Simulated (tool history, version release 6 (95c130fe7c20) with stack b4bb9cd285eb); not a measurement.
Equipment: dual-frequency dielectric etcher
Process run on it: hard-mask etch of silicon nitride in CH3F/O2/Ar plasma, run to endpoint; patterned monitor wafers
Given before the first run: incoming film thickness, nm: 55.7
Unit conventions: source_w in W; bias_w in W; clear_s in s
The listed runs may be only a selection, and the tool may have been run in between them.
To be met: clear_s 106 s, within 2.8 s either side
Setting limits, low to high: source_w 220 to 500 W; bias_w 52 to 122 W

run	hour	source_w	bias_w	clear_s
1	0	360	87	83.815
2	6	310	87	88.444
3	14.6	310	82	90.247
4	16.6	300	79	91.889
5	24.9	300	70	95.079
6	29.5	290	68	97.497
7	35.7	280	67	100.43
8	42.8	270	67	100.4
9	44.3	260	67	102.09

Which single option among these 4 for the next run brings every result within its allowed miss of target? Just one does.
A	45.8	280	66	?
B	45.8	290	62	?
C	45.8	250	62	?
D	45.8	260	85	?

move	clear_s
A	100.4
B	100.78
C	106.69
D	95.888
A: moves away from the targets compared with the last run
B: moves away from the targets compared with the last run
C: every result within its allowed miss
D: moves away from the targets compared with the last run
Answer: C
